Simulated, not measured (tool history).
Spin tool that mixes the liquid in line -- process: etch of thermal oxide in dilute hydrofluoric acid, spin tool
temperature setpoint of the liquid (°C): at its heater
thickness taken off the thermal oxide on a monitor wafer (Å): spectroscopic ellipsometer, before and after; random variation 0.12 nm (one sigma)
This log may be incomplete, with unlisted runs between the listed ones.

run	hour	temperature setpoint of the liquid (°C)	parts of water to one part of 49 % hydrofluoric acid (parts by volume)	time under the liquid (s)	thickness taken off the thermal oxide on a monitor wafer (Å)
1	0	24	105	235	99.124
2	6.8	21.5	105	235	90.151
3	14.4	24	85	235	127.02
4	21.9	26	75	235	156.27
5	23.5	26	60	235	199.59
6	30.6	27.5	55	235	233.11
7	34.5	28.5	55	235	241.47
8	41.4	29.5	55	235	250.59
9	47.3	30	55	235	258.56
10	55.9	30.5	55	235	262.63
11	57.7	31	55	235	266.59
12	60.6	32	50	235	310.39
13	67.4	31.5	50	235	304.36

Run 14 comes next. What will it give?
14	72.2	31	50	235	?

thickness taken off the thermal oxide on a monitor wafer (Å): 296.93

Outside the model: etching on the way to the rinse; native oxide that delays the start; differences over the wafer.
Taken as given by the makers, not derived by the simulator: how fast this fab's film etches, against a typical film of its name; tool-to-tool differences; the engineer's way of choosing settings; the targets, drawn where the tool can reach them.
